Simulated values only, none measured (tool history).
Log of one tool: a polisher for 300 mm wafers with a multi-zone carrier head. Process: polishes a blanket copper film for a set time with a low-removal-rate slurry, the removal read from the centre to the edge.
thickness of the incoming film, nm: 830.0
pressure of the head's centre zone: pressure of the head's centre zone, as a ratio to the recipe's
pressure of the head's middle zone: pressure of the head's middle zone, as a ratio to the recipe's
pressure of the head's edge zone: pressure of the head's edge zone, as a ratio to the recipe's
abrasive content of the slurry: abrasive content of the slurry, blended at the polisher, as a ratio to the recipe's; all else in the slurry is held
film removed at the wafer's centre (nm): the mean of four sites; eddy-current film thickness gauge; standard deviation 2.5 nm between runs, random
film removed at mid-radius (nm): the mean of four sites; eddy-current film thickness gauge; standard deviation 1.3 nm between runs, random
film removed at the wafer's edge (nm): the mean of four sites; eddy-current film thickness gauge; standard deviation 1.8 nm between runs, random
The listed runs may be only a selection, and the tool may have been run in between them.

run	day	flow of slurry (ml/min)	pressure of the head's centre zone	pressure of the head's middle zone	pressure of the head's edge zone	abrasive content of the slurry	polishing time (s)	film removed at the wafer's centre (nm)	film removed at mid-radius (nm)	film removed at the wafer's edge (nm)
1	0	145	1	1	1	1	50	170.05	169.11	166.68
2	0.133	145	1	1.06	1	1	50	163.17	177.35	172.05
3	0.421	145	1	1.02	1	1	50	169.23	173.37	168.77
4	0.754	145	1	1.02	1	0.85	50	164.22	166.8	166.57
5	1.104	135	1.01	1	1	0.85	50	163.83	161.84	159.94
6	1.171	135	1.01	1	1	0.7	50	156.74	152.6	155.51

Forecast run 7:
7	1.488	135	1.02	0.99	1.01	0.7	50	?	?	?

Run 7 measured film removed at the wafer's centre (nm) 153.49, film removed at mid-radius (nm) 152.12, film removed at the wafer's edge (nm) 157.19.
